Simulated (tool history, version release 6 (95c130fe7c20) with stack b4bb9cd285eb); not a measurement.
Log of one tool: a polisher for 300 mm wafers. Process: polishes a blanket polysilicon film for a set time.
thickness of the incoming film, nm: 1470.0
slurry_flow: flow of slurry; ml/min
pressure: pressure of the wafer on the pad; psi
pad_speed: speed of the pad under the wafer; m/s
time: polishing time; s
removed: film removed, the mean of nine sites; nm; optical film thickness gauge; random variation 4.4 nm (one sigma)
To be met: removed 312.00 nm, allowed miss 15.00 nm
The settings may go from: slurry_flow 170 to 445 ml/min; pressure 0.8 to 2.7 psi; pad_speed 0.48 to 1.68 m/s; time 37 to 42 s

run 1 hour=0.0 | slurry_flow=285 pressure=1.7 pad_speed=1.08 time=42 | removed=184.14
run 2 hour=5.4 | slurry_flow=285 pressure=2.0 pad_speed=1.08 time=42 | removed=209.41
run 3 hour=14.3 | slurry_flow=285 pressure=2.4 pad_speed=1.08 time=42 | removed=245.80
run 4 hour=18.4 | slurry_flow=285 pressure=2.4 pad_speed=1.08 time=37 | removed=223.33
run 5 hour=26.4 | slurry_flow=285 pressure=2.5 pad_speed=1.16 time=37 | removed=240.48
run 6 hour=27.5 | slurry_flow=285 pressure=2.6 pad_speed=1.26 time=38 | removed=274.56
run 7 hour=33.5 | slurry_flow=285 pressure=2.6 pad_speed=1.26 time=38 | removed=272.92
run 8 hour=39.2 | slurry_flow=285 pressure=2.6 pad_speed=1.30 time=38 | removed=294.77

4 next moves are on the table. One of them brings every result within its allowed miss. Which?
run A hour=44.9 | slurry_flow=335 pressure=2.7 pad_speed=1.36 time=38 | removed=?
run B hour=44.9 | slurry_flow=270 pressure=2.6 pad_speed=1.26 time=38 | removed=?
run C hour=44.9 | slurry_flow=240 pressure=2.7 pad_speed=1.14 time=41 | removed=?
run D hour=44.9 | slurry_flow=290 pressure=2.7 pad_speed=1.22 time=37 | removed=?

move=A removed=319.19
move=B removed=282.13
move=C removed=283.11
move=D removed=276.80
A: meets every target
B: further off than the last run
C: further off than the last run
D: further off than the last run
The right move is A.
